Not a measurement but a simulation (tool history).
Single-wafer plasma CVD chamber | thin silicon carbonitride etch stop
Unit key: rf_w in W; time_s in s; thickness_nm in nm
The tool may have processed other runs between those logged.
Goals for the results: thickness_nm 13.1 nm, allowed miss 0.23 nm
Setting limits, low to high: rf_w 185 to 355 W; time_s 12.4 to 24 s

run 1 day=0 | rf_w=270 time_s=18.2 | thickness_nm=10.815
run 2 day=0.317 | rf_w=280 time_s=18.5 | thickness_nm=11.147
run 3 day=0.6 | rf_w=280 time_s=17.5 | thickness_nm=10.522
run 4 day=0.658 | rf_w=280 time_s=15.3 | thickness_nm=9.2021
run 5 day=0.862 | rf_w=290 time_s=16 | thickness_nm=9.688
run 6 day=1.033 | rf_w=295 time_s=16.6 | thickness_nm=10.166
run 7 day=1.267 | rf_w=300 time_s=17 | thickness_nm=10.443
run 8 day=1.325 | rf_w=305 time_s=17.4 | thickness_nm=10.731
run 9 day=1.533 | rf_w=310 time_s=17.8 | thickness_nm=11.106
run 10 day=1.579 | rf_w=310 time_s=17.8 | thickness_nm=11.085
run 11 day=1.725 | rf_w=315 time_s=18.1 | thickness_nm=11.299

Consider the 4 candidate settings below. Which is the only one whose results all fall within their allowed miss of target?
run A day=1.871 | rf_w=320 time_s=20 | thickness_nm=?
run B day=1.871 | rf_w=315 time_s=20 | thickness_nm=?
run C day=1.871 | rf_w=355 time_s=19.4 | thickness_nm=?
run D day=1.871 | rf_w=310 time_s=21 | thickness_nm=?

move=A thickness_nm=12.549
move=B thickness_nm=12.487
move=C thickness_nm=12.571
move=D thickness_nm=13.047
A: closes in on the targets versus the last run, not all within tolerance yet
B: closes in on the targets versus the last run, not all within tolerance yet
C: closes in on the targets versus the last run, not all within tolerance yet
D: all results land within tolerance of their targets
Go with D: it meets all targets.

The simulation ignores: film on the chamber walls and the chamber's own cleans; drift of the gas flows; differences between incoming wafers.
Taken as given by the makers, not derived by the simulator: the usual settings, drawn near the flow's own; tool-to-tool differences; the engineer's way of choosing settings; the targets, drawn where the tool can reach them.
